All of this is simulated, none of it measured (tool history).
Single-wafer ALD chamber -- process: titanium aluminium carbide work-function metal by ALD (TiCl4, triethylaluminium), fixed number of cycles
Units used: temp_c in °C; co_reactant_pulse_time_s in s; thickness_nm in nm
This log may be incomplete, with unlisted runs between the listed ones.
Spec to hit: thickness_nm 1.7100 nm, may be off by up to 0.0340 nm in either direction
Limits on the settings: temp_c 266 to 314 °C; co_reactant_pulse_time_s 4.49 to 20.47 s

{"run": 1, "hour": 0.0, "temp_c": 290, "co_reactant_pulse_time_s": 12.48, "thickness_nm": 1.9429}
{"run": 2, "hour": 6.5, "temp_c": 290, "co_reactant_pulse_time_s": 10.54, "thickness_nm": 1.9099}
{"run": 3, "hour": 14.8, "temp_c": 297, "co_reactant_pulse_time_s": 10.54, "thickness_nm": 1.9935}
{"run": 4, "hour": 16.4, "temp_c": 290, "co_reactant_pulse_time_s": 9.78, "thickness_nm": 1.8949}
{"run": 5, "hour": 24.0, "temp_c": 290, "co_reactant_pulse_time_s": 8.47, "thickness_nm": 1.8586}
{"run": 6, "hour": 31.2, "temp_c": 298, "co_reactant_pulse_time_s": 8.47, "thickness_nm": 1.9336}
{"run": 7, "hour": 34.4, "temp_c": 292, "co_reactant_pulse_time_s": 7.78, "thickness_nm": 1.8572}
{"run": 8, "hour": 38.2, "temp_c": 288, "co_reactant_pulse_time_s": 7.41, "thickness_nm": 1.7721}

Below are 5 possible settings for the next run. Only one of them brings all results inside the allowed miss of their targets. Which is it?
{"run": "A", "hour": 42.0, "temp_c": 293, "co_reactant_pulse_time_s": 6.65, "thickness_nm": "?"}
{"run": "B", "hour": 42.0, "temp_c": 296, "co_reactant_pulse_time_s": 6.77, "thickness_nm": "?"}
{"run": "C", "hour": 42.0, "temp_c": 292, "co_reactant_pulse_time_s": 5.78, "thickness_nm": "?"}
{"run": "D", "hour": 42.0, "temp_c": 294, "co_reactant_pulse_time_s": 6.82, "thickness_nm": "?"}
{"run": "E", "hour": 42.0, "temp_c": 281, "co_reactant_pulse_time_s": 9.99, "thickness_nm": "?"}

move=A thickness_nm=1.7846
move=B thickness_nm=1.8207
move=C thickness_nm=1.7001
move=D thickness_nm=1.8060
move=E thickness_nm=1.8142
A: misses by more than the last run did
B: misses by more than the last run did
C: every result within its allowed miss
D: misses by more than the last run did
E: misses by more than the last run did
C is the move that brings every result within its allowed miss.
